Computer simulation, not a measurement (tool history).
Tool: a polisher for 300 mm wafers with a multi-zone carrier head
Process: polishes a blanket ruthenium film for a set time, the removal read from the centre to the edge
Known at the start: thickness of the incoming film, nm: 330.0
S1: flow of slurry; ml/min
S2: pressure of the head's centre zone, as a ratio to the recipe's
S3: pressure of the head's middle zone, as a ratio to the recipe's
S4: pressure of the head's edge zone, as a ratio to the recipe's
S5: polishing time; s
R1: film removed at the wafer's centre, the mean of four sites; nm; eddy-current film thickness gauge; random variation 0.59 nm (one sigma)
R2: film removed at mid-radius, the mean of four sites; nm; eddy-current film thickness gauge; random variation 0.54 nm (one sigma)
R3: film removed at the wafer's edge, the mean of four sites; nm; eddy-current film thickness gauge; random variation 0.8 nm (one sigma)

Run 1, hour 0: S1 220 ml/min, S2 1, S3 1, S4 1, S5 65 s. Result: R1 73.099 nm, R2 71.973 nm, R3 72.401 nm.
Run 2, hour 8.4: S1 210 ml/min, S2 0.99, S3 0.99, S4 0.98, S5 65 s. Result: R1 72.267 nm, R2 71.131 nm, R3 71.602 nm.
Run 3, hour 16: S1 210 ml/min, S2 0.96, S3 0.99, S4 0.98, S5 65 s. Result: R1 68.669 nm, R2 71.482 nm, R3 72.14 nm.
Run 4, hour 24.1: S1 210 ml/min, S2 0.96, S3 0.99, S4 1.03, S5 65 s. Result: R1 68.909 nm, R2 71.491 nm, R3 72.838 nm.
Run 5, hour 31.8: S1 210 ml/min, S2 0.96, S3 0.99, S4 1.03, S5 72 s. Result: R1 77.276 nm, R2 79.411 nm, R3 82.703 nm.
Run 6, hour 33: S1 210 ml/min, S2 0.96, S3 0.99, S4 0.94, S5 72 s. Result: R1 76.533 nm, R2 79.89 nm, R3 77.768 nm.

Run 7 comes next. What will it give?
Run 7, hour 38.9: S1 205 ml/min, S2 0.96, S3 0.96, S4 0.92, S5 70 s. Result: R1 ?, R2 ?, R3 ?.

{"run 7": {"R1": 73.782, "R2": 74.785, "R3": 74.216}}
